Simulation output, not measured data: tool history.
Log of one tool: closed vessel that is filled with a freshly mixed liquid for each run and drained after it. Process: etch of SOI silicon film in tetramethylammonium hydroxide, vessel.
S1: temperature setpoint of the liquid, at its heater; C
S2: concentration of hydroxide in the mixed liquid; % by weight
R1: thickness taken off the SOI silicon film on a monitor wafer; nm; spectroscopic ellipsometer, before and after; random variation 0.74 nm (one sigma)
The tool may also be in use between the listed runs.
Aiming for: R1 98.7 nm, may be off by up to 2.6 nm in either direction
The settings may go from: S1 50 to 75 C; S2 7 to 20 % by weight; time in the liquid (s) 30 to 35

Run 1, hour 0: S1 62 C, S2 13.5 % by weight, time in the liquid (s) 35. Result: R1 150.77 nm.
Run 2, hour 5.4: S1 60.5 C, S2 13.5 % by weight, time in the liquid (s) 35. Result: R1 137.35 nm.
Run 3, hour 12.9: S1 60.5 C, S2 13.5 % by weight, time in the liquid (s) 35. Result: R1 137.13 nm.
Run 4, hour 15.5: S1 60.5 C, S2 13.5 % by weight, time in the liquid (s) 35. Result: R1 136.58 nm.
Run 5, hour 21.8: S1 59.5 C, S2 13.5 % by weight, time in the liquid (s) 35. Result: R1 129.74 nm.
Run 6, hour 30.8: S1 58.5 C, S2 13.5 % by weight, time in the liquid (s) 35. Result: R1 120.83 nm.
Run 7, hour 36.9: S1 57.5 C, S2 13.5 % by weight, time in the liquid (s) 35. Result: R1 114.21 nm.
Run 8, hour 45.1: S1 57 C, S2 13.5 % by weight, time in the liquid (s) 35. Result: R1 108.67 nm.
Run 9, hour 51.2: S1 56.5 C, S2 13.5 % by weight, time in the liquid (s) 35. Result: R1 105.28 nm.
Run 10, hour 53.6: S1 56 C, S2 13.5 % by weight, time in the liquid (s) 35. Result: R1 103.21 nm.

5 next moves are on the table. One of them brings every result within its allowed miss. Which?
Run A, hour 56: S1 55.5 C, S2 12 % by weight, time in the liquid (s) 30. Result: R1 ?.
Run B, hour 56: S1 56.5 C, S2 17 % by weight, time in the liquid (s) 35. Result: R1 ?.
Run C, hour 56: S1 58 C, S2 12.5 % by weight, time in the liquid (s) 30. Result: R1 ?.
Run D, hour 56: S1 59 C, S2 14 % by weight, time in the liquid (s) 30. Result: R1 ?.
Run E, hour 56: S1 59.5 C, S2 16 % by weight, time in the liquid (s) 30. Result: R1 ?.

move      R1
   A  90.086
   B  96.794
   C  103.65
   D  104.64
   E  102.91
A: moves the result that the last run missed by most past its target, out the other side
B: hits every target within its allowed miss
C: its largest miss is bigger than the last run's
D: its largest miss is bigger than the last run's
E: an improvement on the last run, though not all results are within tolerance
Move B is the one to make.

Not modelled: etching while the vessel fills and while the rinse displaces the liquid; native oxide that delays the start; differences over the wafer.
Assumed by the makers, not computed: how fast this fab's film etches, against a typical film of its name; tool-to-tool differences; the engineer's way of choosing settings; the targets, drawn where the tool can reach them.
